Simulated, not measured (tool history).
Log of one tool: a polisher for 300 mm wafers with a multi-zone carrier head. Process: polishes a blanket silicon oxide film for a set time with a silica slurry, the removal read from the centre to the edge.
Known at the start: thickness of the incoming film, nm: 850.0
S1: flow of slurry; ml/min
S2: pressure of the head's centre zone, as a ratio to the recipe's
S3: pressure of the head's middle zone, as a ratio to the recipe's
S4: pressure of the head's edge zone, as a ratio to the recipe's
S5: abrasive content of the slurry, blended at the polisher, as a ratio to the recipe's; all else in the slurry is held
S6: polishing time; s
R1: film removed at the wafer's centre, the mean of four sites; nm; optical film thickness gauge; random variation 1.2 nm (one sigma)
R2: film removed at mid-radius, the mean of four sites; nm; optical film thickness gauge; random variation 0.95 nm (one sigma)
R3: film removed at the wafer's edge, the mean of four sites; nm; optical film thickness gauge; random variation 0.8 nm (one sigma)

| run | day | S1 | S2 | S3 | S4 | S5 | S6 | R1 | R2 | R3 |
|---|---|---|---|---|---|---|---|---|---|---|
| 1 | 0 | 125 | 1 | 1 | 1 | 1 | 35 | 81.767 | 79.882 | 79.467 |
| 2 | 0.167 | 125 | 0.93 | 1 | 1 | 1 | 35 | 76.589 | 77.058 | 80.321 |
| 3 | 0.517 | 125 | 0.93 | 1 | 1.03 | 1 | 35 | 75.997 | 78.577 | 80.687 |
| 4 | 0.708 | 125 | 0.93 | 1 | 1.03 | 1 | 29 | 63.552 | 67.02 | 68.237 |
| 5 | 0.796 | 125 | 0.93 | 0.97 | 1.03 | 1 | 29 | 63.712 | 63.6 | 67.236 |
| 6 | 1.104 | 130 | 0.95 | 0.96 | 1.04 | 1.05 | 29 | 65.884 | 64.951 | 68.989 |
| 7 | 1.233 | 135 | 0.97 | 0.95 | 1.04 | 1.1 | 29 | 68.205 | 65.147 | 70.294 |

Forecast run 8:
| 8 | 1.596 | 140 | 0.99 | 0.95 | 1.04 | 1.15 | 29 | ? | ? | ? |

{"run 8": {"R1": 70.149, "R2": 67.255, "R3": 71.99}}

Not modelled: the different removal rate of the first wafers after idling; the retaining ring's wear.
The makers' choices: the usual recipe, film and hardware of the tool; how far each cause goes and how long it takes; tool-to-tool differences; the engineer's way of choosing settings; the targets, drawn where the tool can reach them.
